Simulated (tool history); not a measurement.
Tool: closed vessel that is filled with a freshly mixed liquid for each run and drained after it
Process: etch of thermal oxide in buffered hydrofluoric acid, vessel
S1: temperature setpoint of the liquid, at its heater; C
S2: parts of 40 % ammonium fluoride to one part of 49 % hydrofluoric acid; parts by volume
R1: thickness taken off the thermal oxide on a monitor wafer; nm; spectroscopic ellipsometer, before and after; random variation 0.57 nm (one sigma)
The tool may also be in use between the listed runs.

run 1 hour=0 | S1=22 S2=19.5 time_in_the_liquid_(s)=95 | R1=60.993
run 2 hour=6.2 | S1=18.5 S2=19.5 time_in_the_liquid_(s)=95 | R1=50.35
run 3 hour=7.6 | S1=17 S2=19.5 time_in_the_liquid_(s)=95 | R1=45.935
run 4 hour=9.3 | S1=20 S2=18.5 time_in_the_liquid_(s)=95 | R1=57.165
run 5 hour=17.9 | S1=20 S2=15.5 time_in_the_liquid_(s)=95 | R1=68.371
run 6 hour=20.9 | S1=20 S2=19.5 time_in_the_liquid_(s)=95 | R1=54.778
run 7 hour=28.1 | S1=22 S2=18.5 time_in_the_liquid_(s)=95 | R1=63.557
run 8 hour=30.3 | S1=26 S2=13.5 time_in_the_liquid_(s)=95 | R1=108.31
run 9 hour=34.5 | S1=26.5 S2=13.5 time_in_the_liquid_(s)=95 | R1=111.94
run 10 hour=42.8 | S1=27 S2=13.5 time_in_the_liquid_(s)=95 | R1=115.33

Forecast run 11:
run 11 hour=50.9 | S1=27 S2=13 time_in_the_liquid_(s)=95 | R1=?

R1: 119.69 nm
